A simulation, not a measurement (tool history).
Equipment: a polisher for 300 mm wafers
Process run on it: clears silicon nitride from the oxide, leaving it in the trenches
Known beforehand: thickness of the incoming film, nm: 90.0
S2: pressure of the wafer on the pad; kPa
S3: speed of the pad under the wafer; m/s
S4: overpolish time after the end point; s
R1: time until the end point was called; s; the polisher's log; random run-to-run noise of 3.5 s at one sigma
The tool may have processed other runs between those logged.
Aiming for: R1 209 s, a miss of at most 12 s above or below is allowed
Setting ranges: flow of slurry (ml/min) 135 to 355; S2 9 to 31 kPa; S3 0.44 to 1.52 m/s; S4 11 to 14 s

Run 1, hour 0: flow of slurry (ml/min) 225, S2 20 kPa, S3 0.98 m/s, S4 14 s. Result: R1 107.87 s.
Run 2, hour 3.9: flow of slurry (ml/min) 225, S2 20 kPa, S3 0.98 m/s, S4 11 s. Result: R1 104.95 s.
Run 3, hour 11.9: flow of slurry (ml/min) 225, S2 17.9 kPa, S3 0.94 m/s, S4 11 s. Result: R1 122.18 s.
Run 4, hour 14.5: flow of slurry (ml/min) 225, S2 15.9 kPa, S3 0.92 m/s, S4 11 s. Result: R1 141.04 s.
Run 5, hour 15.5: flow of slurry (ml/min) 225, S2 14.5 kPa, S3 0.92 m/s, S4 11 s. Result: R1 151.59 s.
Run 6, hour 20.4: flow of slurry (ml/min) 225, S2 14.5 kPa, S3 1.16 m/s, S4 11 s. Result: R1 121.89 s.
Run 7, hour 22.2: flow of slurry (ml/min) 225, S2 13.1 kPa, S3 1.1 m/s, S4 11 s. Result: R1 138.79 s.
Run 8, hour 24.3: flow of slurry (ml/min) 225, S2 12.4 kPa, S3 1.06 m/s, S4 11 s. Result: R1 149.07 s.
Run 9, hour 32.9: flow of slurry (ml/min) 225, S2 11.7 kPa, S3 1.02 m/s, S4 11 s. Result: R1 168.52 s.
Run 10, hour 34.6: flow of slurry (ml/min) 225, S2 11 kPa, S3 1.02 m/s, S4 11 s. Result: R1 172.42 s.
Run 11, hour 42.9: flow of slurry (ml/min) 225, S2 10.3 kPa, S3 1 m/s, S4 11 s. Result: R1 185.1 s.
Run 12, hour 46.4: flow of slurry (ml/min) 225, S2 9 kPa, S3 0.94 m/s, S4 11 s. Result: R1 222.29 s.

Of the 4 settings listed for the next run, only one would bring every result within its allowed miss of target. Which one?
Run A, hour 49.9: flow of slurry (ml/min) 205, S2 9 kPa, S3 1 m/s, S4 14 s. Result: R1 ?.
Run B, hour 49.9: flow of slurry (ml/min) 235, S2 11.7 kPa, S3 0.68 m/s, S4 13 s. Result: R1 ?.
Run C, hour 49.9: flow of slurry (ml/min) 220, S2 10.3 kPa, S3 0.72 m/s, S4 11 s. Result: R1 ?.
Run D, hour 49.9: flow of slurry (ml/min) 195, S2 9 kPa, S3 0.88 m/s, S4 14 s. Result: R1 ?.

move      R1
   A  219.25
   B  250.49
   C  265.41
   D  249.49
A: meets every target
B: further off than the last run
C: further off than the last run
D: further off than the last run
So the answer is move A, the one that meets all the targets.
